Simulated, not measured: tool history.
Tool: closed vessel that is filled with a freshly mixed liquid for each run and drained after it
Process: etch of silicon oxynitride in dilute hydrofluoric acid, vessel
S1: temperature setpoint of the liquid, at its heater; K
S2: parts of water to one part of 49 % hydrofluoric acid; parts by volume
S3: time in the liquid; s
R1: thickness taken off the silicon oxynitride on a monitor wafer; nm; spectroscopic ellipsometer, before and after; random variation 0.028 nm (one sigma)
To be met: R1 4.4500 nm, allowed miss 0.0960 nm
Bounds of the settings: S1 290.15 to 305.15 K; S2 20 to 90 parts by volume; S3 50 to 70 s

| run | hour | S1 | S2 | S3 | R1 |
|---|---|---|---|---|---|
| 1 | 0.0 | 297.15 | 50 | 70 | 6.6169 |
| 2 | 3.5 | 299.15 | 50 | 70 | 7.4942 |
| 3 | 5.4 | 301.65 | 50 | 70 | 8.2954 |
| 4 | 8.5 | 298.65 | 50 | 70 | 7.2340 |
| 5 | 10.9 | 296.65 | 50 | 70 | 6.5202 |
| 6 | 17.7 | 295.15 | 50 | 70 | 6.0432 |
|  | 22.0 | hydrofluoric acid flow meter replaced |
| 7 | 22.0 | 294.15 | 50 | 70 | 6.1427 |
| 8 | 27.6 | 293.15 | 50 | 70 | 5.8650 |

5 next moves are on the table. One of them brings every result within its allowed miss. Which?
| A | 33.2 | 295.15 | 40 | 70 | ? |
| B | 33.2 | 298.15 | 45 | 70 | ? |
| C | 33.2 | 293.65 | 55 | 50 | ? |
| D | 33.2 | 293.15 | 55 | 50 | ? |
| E | 33.2 | 292.15 | 45 | 50 | ? |

| move | R1 |
|---|---|
| A | 8.2418 |
| B | 8.4594 |
| C | 3.9301 |
| D | 3.8330 |
| E | 4.4842 |
A: further off than the last run
B: further off than the last run
C: takes the result that was furthest off past its target
D: takes the result that was furthest off past its target
E: meets every target
Answer: E
